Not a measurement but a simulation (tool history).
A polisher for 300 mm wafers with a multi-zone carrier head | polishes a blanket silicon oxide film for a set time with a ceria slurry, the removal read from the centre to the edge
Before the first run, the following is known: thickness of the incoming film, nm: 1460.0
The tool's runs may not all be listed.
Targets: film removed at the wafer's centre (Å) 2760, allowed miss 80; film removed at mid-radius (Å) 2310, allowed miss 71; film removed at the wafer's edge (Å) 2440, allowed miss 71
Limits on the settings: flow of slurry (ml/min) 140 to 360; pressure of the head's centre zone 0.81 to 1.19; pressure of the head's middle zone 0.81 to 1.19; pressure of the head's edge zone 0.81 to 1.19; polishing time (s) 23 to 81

run  hour  flow of slurry (ml/min)  pressure of the head's centre zone  pressure of the head's middle zone  pressure of the head's edge zone  polishing time (s)  film removed at the wafer's centre (Å)  film removed at mid-radius (Å)  film removed at the wafer's edge (Å)
  1     0                      230                                   1                                   1                                 1                  52                                  2484.5                          2606.8                                2545.1
  2   3.6                      230                                1.01                                0.99                              0.99                  52                                  2510.4                          2582.2                                2545.5
  3   9.4                      230                                1.01                                0.99                              1.03                  52                                  2488.5                          2606.5                                  2606
  4  17.7                      230                                1.02                                0.98                              1.02                  52                                  2529.4                          2604.8                                2592.3
  5  23.5                      230                                1.02                                0.98                              1.07                  52                                  2546.6                          2593.3                                  2598
  6  31.6                      280                                1.02                                0.98                              1.07                  52                                  2612.3                          2571.3                                2670.3
  7    34                      280                                1.02                                0.98                              1.07                  52                                  2575.6                          2609.3                                2658.2
  8  42.3                      280                                1.03                                0.97                              1.06                  52                                  2621.1                          2599.3                                2690.8
  9  44.6                      275                                1.05                                0.96                              1.05                  51                                  2633.4                          2524.6                                2573.8
 10  49.6                      275                                1.06                                0.95                              1.05                  51                                  2676.7                          2484.6                                  2646
 11  57.9                      275                                1.07                                0.95                              1.04                  51                                  2654.1                          2516.5                                2584.3
 12  60.3                      275                                1.08                                0.94                              1.03                  51                                    2696                          2484.3                                2555.9
 13  64.1                      275                                1.08                                0.94                              1.03                  51                                  2655.6                          2489.5                                2553.8
 14  65.5                      275                                1.08                                0.94                              1.03                  51                                  2665.7                          2455.6                                2537.3
 15  74.4                      275                                1.08                                0.94                              1.03                  51                                    2725                          2465.6                                  2533
 16  80.1                      275                                1.08                                0.94                              1.03                  51                                  2679.4                          2470.9                                2580.5
 17  88.3                      275                                1.09                                0.93                              1.02                  51                                  2709.1                          2452.9                                2565.4

Exercise: of the 4 proposed moves below, exactly one satisfies all targets within the stated allowed misses. Which move is it?
  A  96.5                      280                                1.07                                0.83                              1.04                  53                                       ?                               ?                                     ?
  B  96.5                      270                                0.98                                0.93                              0.98                  54                                       ?                               ?                                     ?
  C  96.5                      275                                1.19                                0.88                              1.07                  50                                       ?                               ?                                     ?
  D  96.5                      340                                1.15                                0.91                                 1                  48                                       ?                               ?                                     ?

move  film removed at the wafer's centre (Å)  film removed at mid-radius (Å)  film removed at the wafer's edge (Å)
   A                                  2796.1                          2350.3                                2694.3
   B                                    2599                          2622.7                                2656.3
   C                                  2931.1                          2320.9                                2572.7
   D                                  2777.6                          2336.2                                2423.6
A: brings the result that was furthest off to its target, and leaves another outside
B: lands further from the targets than the last run did
C: brings the result that was furthest off to its target, and leaves another outside
D: in spec on every target
The move that meets every target is D.
